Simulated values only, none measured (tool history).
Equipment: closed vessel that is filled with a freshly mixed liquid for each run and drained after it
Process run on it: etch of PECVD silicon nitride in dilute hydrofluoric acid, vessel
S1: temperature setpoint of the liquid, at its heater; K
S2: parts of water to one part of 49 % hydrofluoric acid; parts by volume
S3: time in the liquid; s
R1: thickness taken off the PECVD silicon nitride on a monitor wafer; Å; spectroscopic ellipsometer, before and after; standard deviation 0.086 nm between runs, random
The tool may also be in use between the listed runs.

run	hour	S1	S2	S3	R1
1	0.0	299.15	90	965	459.77
2	4.1	297.15	100	965	362.50
3	12.5	295.65	105	965	312.14
4	17.8	295.65	90	965	365.11
5	19.4	294.65	100	965	307.87
6	20.8	294.65	85	965	363.05
7	28.0	291.15	120	965	204.28

Estimate the outcome of run 8 from the log above:
8	31.8	291.15	125	965	?

For run 8 the tool returned R1 195.34 Å.
